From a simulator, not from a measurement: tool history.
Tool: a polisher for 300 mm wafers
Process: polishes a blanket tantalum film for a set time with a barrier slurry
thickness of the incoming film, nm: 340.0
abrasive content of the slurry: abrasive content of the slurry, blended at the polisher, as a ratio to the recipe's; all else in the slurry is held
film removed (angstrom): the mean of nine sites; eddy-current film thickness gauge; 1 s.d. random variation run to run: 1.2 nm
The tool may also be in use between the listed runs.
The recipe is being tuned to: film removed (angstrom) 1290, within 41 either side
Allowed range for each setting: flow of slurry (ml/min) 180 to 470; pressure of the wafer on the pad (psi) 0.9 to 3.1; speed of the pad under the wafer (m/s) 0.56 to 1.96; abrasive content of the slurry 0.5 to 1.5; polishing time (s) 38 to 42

run,hour,flow of slurry (ml/min),pressure of the wafer on the pad (psi),speed of the pad under the wafer (m/s),abrasive content of the slurry,polishing time (s),film removed (angstrom)
1,0,300,2,1.26,1,42,906.53
2,4.9,300,2,1.26,1,42,922.49
3,8.5,300,2.2,1.26,1,42,988.73
4,13.8,300,2.4,1.26,1,42,1068.8
5,14.8,300,2.5,1.26,1,42,1100.1
6,22.8,300,2.6,1.26,1,42,1160.5
7,25.6,300,2.7,1.26,1,42,1190.8
8,30,300,2.8,1.26,1,42,1252.1

4 candidate next runs follow, results not yet known. Just one meets every target within its allowed miss. Identify it.
A,34.4,345,2.4,1.38,1.1,42,?
B,34.4,270,2.7,1.24,1.05,42,?
C,34.4,310,2.7,1.36,0.95,42,?
D,34.4,325,2.6,1.24,1.15,42,?

move,film removed (angstrom)
A,1238.6
B,1203.2
C,1289.9
D,1216.8
A: misses by more than the last run did
B: misses by more than the last run did
C: all results in spec
D: misses by more than the last run did
The move that meets every target is C.
